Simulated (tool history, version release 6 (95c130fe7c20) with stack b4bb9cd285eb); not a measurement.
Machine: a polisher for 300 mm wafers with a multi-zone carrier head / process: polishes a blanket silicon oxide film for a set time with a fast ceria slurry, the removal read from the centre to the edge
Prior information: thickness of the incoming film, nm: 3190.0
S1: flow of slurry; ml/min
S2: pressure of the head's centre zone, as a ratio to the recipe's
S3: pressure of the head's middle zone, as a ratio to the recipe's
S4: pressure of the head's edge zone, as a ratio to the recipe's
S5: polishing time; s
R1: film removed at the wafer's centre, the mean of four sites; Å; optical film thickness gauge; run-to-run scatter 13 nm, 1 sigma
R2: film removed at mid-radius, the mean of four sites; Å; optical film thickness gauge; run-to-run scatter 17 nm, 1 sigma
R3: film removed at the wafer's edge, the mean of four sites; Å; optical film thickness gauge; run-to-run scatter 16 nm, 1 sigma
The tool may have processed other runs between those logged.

run  hour   S1    S2    S3    S4  S5      R1      R2      R3
  1     0  250     1     1     1  43  8900.2  8618.5  8813.6
  2   5.9  250  1.07     1     1  43  9708.6  8750.4  8432.3
  3  10.4  250  1.02     1     1  43  9127.4  8591.5  8785.7
  4  11.4  255     1  1.04  1.01  45  9321.2  9364.8  9076.4
  5  19.7  255  0.97  1.05  1.02  47  9409.2  9627.1  9859.1
  6  20.7  280  0.97  1.05  1.02  47  9353.5   10029  9604.5
  7  29.1  280  0.95  1.06  1.03  49  9754.6   10644   10174
  8  35.3  280  0.93  1.07  1.04  50  9951.1   11023   10477
  9  36.6  280  0.91  1.08  1.05  51  9738.4   10758   10696

Predict the results of run 10:
 10  37.7  290  0.87  1.18  1.04  58   ?   ?   ?

R1: 10554 Å
R2: 13700 Å
R3: 12140 Å
